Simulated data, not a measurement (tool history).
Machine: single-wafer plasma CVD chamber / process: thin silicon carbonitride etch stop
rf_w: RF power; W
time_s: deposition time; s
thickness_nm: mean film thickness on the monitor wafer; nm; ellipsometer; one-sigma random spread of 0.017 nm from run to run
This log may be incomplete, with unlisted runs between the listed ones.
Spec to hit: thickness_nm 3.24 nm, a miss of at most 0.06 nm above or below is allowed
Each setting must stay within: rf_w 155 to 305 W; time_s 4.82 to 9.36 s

run,hour,rf_w,time_s,thickness_nm
1,0,230,7.09,4.068
2,2.5,215,6.8,3.8885
3,7.3,245,6.8,4.0309
4,9.8,245,5.89,3.5043
5,16.5,235,5.83,3.4208
6,23.7,265,5.83,3.5392
7,29.1,255,5.76,3.4522
8,38,245,5.71,3.3836

Consider the 4 candidate settings below. Which is the only one whose results all fall within their allowed miss of target?
A,46.9,295,5.42,?
B,46.9,280,5.04,?
C,46.9,220,5.66,?
D,46.9,245,5.7,?

move,thickness_nm
A,3.3802
B,3.0921
C,3.2169
D,3.3525
A: neither nearer nor further off than the last run
B: takes the biggest miss from the last run beyond its target
C: in spec on every target
D: nearer than the last run, and not there yet
Go with C: it meets all targets.

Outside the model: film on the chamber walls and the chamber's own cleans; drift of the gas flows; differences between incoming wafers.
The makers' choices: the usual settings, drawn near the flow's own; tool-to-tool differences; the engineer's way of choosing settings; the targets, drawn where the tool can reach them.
